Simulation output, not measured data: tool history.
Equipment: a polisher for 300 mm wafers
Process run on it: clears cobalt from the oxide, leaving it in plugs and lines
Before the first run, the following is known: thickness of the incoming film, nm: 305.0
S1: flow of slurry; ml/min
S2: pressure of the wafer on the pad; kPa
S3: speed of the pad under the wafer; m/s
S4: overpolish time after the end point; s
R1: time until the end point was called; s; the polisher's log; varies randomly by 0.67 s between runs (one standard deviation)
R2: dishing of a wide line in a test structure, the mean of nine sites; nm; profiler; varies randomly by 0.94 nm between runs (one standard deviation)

run 1 day=0 | S1=315 S2=9.7 S3=1.1 S4=13 | R1=78.644 R2=28.88
run 2 day=0.292 | S1=315 S2=7.6 S3=1.1 S4=13 | R1=99.178 R2=26.602
run 3 day=0.45 | S1=315 S2=7.6 S3=0.88 S4=13 | R1=119.6 R2=22.544
run 4 day=0.7 | S1=315 S2=9 S3=0.9 S4=14 | R1=99.358 R2=26.489
run 5 day=0.742 | S1=370 S2=9 S3=0.9 S4=14 | R1=97.935 R2=27.588
run 6 day=0.838 | S1=375 S2=9.7 S3=0.9 S4=14 | R1=92.084 R2=27.796
run 7 day=1.038 | S1=375 S2=10.3 S3=0.9 S4=15 | R1=86.751 R2=29.129
run 8 day=1.104 | S1=375 S2=11 S3=0.9 S4=16 | R1=80.701 R2=33.098

Run 9 has not been measured yet. What should we expect?
run 9 day=1.438 | S1=375 S2=11 S3=0.9 S4=16 | R1=? R2=?

Run 9 measured R1 82.988 s, R2 32.122 nm.
